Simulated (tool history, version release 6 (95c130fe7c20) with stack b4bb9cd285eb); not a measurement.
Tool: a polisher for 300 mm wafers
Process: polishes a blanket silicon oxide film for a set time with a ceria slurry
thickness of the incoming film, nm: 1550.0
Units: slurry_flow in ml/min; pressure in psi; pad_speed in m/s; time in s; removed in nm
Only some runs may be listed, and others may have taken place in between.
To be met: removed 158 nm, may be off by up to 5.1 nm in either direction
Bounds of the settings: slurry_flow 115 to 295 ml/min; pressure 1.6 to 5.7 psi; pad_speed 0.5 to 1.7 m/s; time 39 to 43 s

Run 1, hour 0: slurry_flow 190 ml/min, pressure 3.6 psi, pad_speed 1.1 m/s, time 43 s. Result: removed 215.57 nm.
Run 2, hour 8.3: slurry_flow 190 ml/min, pressure 4.4 psi, pad_speed 1.1 m/s, time 43 s. Result: removed 256.64 nm.
Run 3, hour 9.4: slurry_flow 190 ml/min, pressure 4 psi, pad_speed 1.1 m/s, time 43 s. Result: removed 234.54 nm.
Run 4, hour 15.2: slurry_flow 190 ml/min, pressure 3.7 psi, pad_speed 1.1 m/s, time 43 s. Result: removed 221.38 nm.
Run 5, hour 19.4: slurry_flow 190 ml/min, pressure 3.7 psi, pad_speed 1.1 m/s, time 39 s. Result: removed 196.29 nm.
Run 6, hour 22.6: slurry_flow 220 ml/min, pressure 3.7 psi, pad_speed 1.1 m/s, time 39 s. Result: removed 197.82 nm.
Run 7, hour 26.2: slurry_flow 220 ml/min, pressure 3.5 psi, pad_speed 1.1 m/s, time 39 s. Result: removed 189.82 nm.
Run 8, hour 31.4: slurry_flow 220 ml/min, pressure 3.4 psi, pad_speed 1.1 m/s, time 39 s. Result: removed 184.52 nm.
Run 9, hour 39.6: slurry_flow 205 ml/min, pressure 2.8 psi, pad_speed 1.1 m/s, time 39 s. Result: removed 151.28 nm.

Which of these 4 next moves meets every target?
Run A, hour 47.8: slurry_flow 200 ml/min, pressure 2.7 psi, pad_speed 1.02 m/s, time 41 s. Result: removed ?.
Run B, hour 47.8: slurry_flow 200 ml/min, pressure 2.4 psi, pad_speed 1.36 m/s, time 41 s. Result: removed ?.
Run C, hour 47.8: slurry_flow 265 ml/min, pressure 2.5 psi, pad_speed 1.02 m/s, time 43 s. Result: removed ?.
Run D, hour 47.8: slurry_flow 200 ml/min, pressure 3.2 psi, pad_speed 0.92 m/s, time 43 s. Result: removed ?.

move  removed
   A   142.32
   B   168.14
   C   142.08
   D   159.13
A: lands further from the targets than the last run did
B: pushes the last run's worst result past its target
C: lands further from the targets than the last run did
D: every result lands within tolerance
Go with D: it meets all targets.
